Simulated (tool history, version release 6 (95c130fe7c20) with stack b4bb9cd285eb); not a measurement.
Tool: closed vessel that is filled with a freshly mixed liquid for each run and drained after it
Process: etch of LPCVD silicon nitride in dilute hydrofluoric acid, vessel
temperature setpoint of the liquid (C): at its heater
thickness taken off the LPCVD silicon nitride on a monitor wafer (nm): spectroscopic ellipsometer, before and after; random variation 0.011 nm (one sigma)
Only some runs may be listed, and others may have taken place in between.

run,hour,temperature setpoint of the liquid (C),parts of water to one part of 49 % hydrofluoric acid (parts by volume),time in the liquid (s),thickness taken off the LPCVD silicon nitride on a monitor wafer (nm)
1,0.0,24.0,255,885,2.0786
2,1.5,23.0,255,885,1.9511
3,4.5,26.0,255,885,2.3305
4,13.4,26.0,255,680,1.7984
5,21.9,26.0,215,680,2.1304
6,26.3,24.5,215,680,1.9438
7,33.7,24.0,215,680,1.9048

Expected results for the next run?
8,41.4,23.5,215,680,?

{"run 8": {"thickness taken off the LPCVD silicon nitride on a monitor wafer (nm)": 1.8215}}
